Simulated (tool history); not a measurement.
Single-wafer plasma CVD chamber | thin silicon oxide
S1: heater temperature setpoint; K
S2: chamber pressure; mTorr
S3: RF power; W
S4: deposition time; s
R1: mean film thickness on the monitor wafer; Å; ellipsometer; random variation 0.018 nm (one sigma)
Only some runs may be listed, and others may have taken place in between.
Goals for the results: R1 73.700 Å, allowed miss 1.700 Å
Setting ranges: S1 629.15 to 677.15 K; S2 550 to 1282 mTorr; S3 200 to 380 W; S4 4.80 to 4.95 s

run,hour,S1,S2,S3,S4,R1
1,0.0,653.15,916,290,4.80,99.473
2,2.7,653.15,1078,290,4.80,114.070
3,3.6,648.15,1078,290,4.80,113.960
4,11.7,652.15,1078,290,4.80,113.500
5,13.2,652.15,1078,290,4.80,113.720
6,17.0,652.15,1078,290,4.95,117.430
7,23.4,652.15,936,280,4.93,102.990
8,29.1,652.15,832,275,4.92,90.927
9,30.7,652.15,771,275,4.92,83.996
10,32.8,652.15,737,275,4.92,79.393
11,34.7,652.15,719,275,4.92,77.000
12,40.5,652.15,709,275,4.92,75.840
13,45.0,652.15,674,275,4.92,70.892
14,50.1,652.15,674,275,4.92,70.725
15,53.4,652.15,682,275,4.92,71.990

Consider the 5 candidate settings below. Which is the only one whose results all fall within their allowed miss of target?
A,56.7,643.15,667,270,4.92,?
B,56.7,649.15,716,255,4.84,?
C,56.7,652.15,676,275,4.88,?
D,56.7,661.15,708,235,4.80,?
E,56.7,651.15,717,305,4.80,?

move,R1
A,70.044
B,74.041
C,70.691
D,70.263
E,77.299
A: moves away from the targets compared with the last run
B: each result inside its tolerance
C: moves away from the targets compared with the last run
D: moves away from the targets compared with the last run
E: pushes the last run's worst result past its target
Answer: B
